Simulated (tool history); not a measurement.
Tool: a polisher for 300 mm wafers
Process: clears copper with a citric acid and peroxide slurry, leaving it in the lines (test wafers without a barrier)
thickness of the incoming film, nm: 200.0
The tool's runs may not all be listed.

run  hour  flow of slurry (ml/min)  pressure of the wafer on the pad (psi)  speed of the pad under the wafer (m/s)  abrasive content of the slurry  overpolish time after the end point (s)  time until the end point was called (s)  dishing of a wide line in a test structure (nm)
  1   0.0                      230                                     2.0                                    0.88                            1.00                                       25                                   177.59                                          21.2590
  2   5.3                      230                                     2.3                                    0.88                            1.00                                       25                                   160.73                                          22.6760
  3   6.5                      230                                     2.3                                    0.88                            0.90                                       25                                   159.65                                          22.1320
  4  14.8                      230                                     2.3                                    1.04                            0.90                                       25                                   141.65                                          25.9060
  5  23.5                      230                                     2.3                                    1.04                            0.90                                       17                                   139.59                                          17.7600
  6  31.5                      230                                     2.1                                    1.04                            0.90                                       17                                   147.16                                          17.4830

Run 7 comes next. What will it give?
  7  39.8                      165                                     2.7                                    0.80                            0.65                                        8                                        ?                                                ?

Run 7 gave time until the end point was called (s) 172.03, dishing of a wide line in a test structure (nm) 7.5412.
